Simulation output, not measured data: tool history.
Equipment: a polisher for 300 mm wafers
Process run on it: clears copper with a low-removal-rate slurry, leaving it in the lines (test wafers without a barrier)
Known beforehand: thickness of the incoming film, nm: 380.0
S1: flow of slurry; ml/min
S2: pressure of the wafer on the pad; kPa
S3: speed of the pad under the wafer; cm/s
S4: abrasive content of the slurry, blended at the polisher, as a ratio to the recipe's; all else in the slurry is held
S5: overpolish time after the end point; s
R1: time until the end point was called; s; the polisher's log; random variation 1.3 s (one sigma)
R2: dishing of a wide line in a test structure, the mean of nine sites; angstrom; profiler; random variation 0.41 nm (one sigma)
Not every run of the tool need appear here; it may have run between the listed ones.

| run | hour | S1 | S2 | S3 | S4 | S5 | R1 | R2 |
|---|---|---|---|---|---|---|---|---|
| 1 | 0 | 220 | 29 | 118 | 1 | 13 | 67.87 | 467.38 |
| 2 | 4.8 | 220 | 28.3 | 118 | 1 | 13 | 73.063 | 447.62 |
| 3 | 11.5 | 220 | 28.3 | 102 | 1 | 13 | 78.575 | 405.66 |
| 4 | 19.6 | 220 | 28.3 | 102 | 0.9 | 13 | 80.872 | 397.82 |
| 5 | 26.9 | 275 | 28.3 | 102 | 0.9 | 13 | 79.511 | 401.28 |
|  | 32.6 | head pressure recalibrated |
| 6 | 32.6 | 275 | 28.3 | 102 | 0.8 | 13 | 77.45 | 408.95 |

Expected results for the next run?
| 7 | 34.4 | 280 | 29 | 102 | 0.8 | 12 | ? | ? |

Run 7 yielded R1 72.309 s, R2 394.41 angstrom.
